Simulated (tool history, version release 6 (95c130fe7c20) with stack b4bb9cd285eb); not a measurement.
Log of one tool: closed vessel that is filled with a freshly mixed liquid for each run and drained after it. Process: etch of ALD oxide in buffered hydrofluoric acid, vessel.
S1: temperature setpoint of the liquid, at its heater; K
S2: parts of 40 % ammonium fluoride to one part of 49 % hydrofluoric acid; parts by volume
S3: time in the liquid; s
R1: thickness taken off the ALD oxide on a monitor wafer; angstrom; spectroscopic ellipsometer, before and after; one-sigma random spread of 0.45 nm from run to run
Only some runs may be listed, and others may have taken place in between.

| run | hour | S1 | S2 | S3 | R1 |
|---|---|---|---|---|---|
| 1 | 0 | 296.15 | 24 | 30 | 238.54 |
| 2 | 2.1 | 294.15 | 24 | 30 | 213.58 |
| 3 | 9.6 | 297.15 | 20 | 30 | 286.5 |
| 4 | 15.1 | 297.15 | 24 | 30 | 250.2 |
| 5 | 17.3 | 297.15 | 17.5 | 30 | 321.63 |
| 6 | 21.4 | 297.15 | 17.5 | 30 | 325.66 |
| 7 | 23.8 | 301.15 | 10 | 30 | 699.77 |
| 8 | 32.1 | 300.65 | 10 | 30 | 679.45 |
| 9 | 34.7 | 300.15 | 10 | 30 | 656.66 |
| 10 | 41.7 | 299.65 | 10 | 30 | 640.29 |
|  | 50.4 | thermometer replaced |
| 11 | 50.4 | 299.15 | 10 | 30 | 685.11 |
| 12 | 59.4 | 297.65 | 10 | 30 | 627.7 |

What does the tool deliver on the next run?
| 13 | 67.6 | 297.15 | 10 | 30 | ? |

Run 13 gave R1 615.69 angstrom.
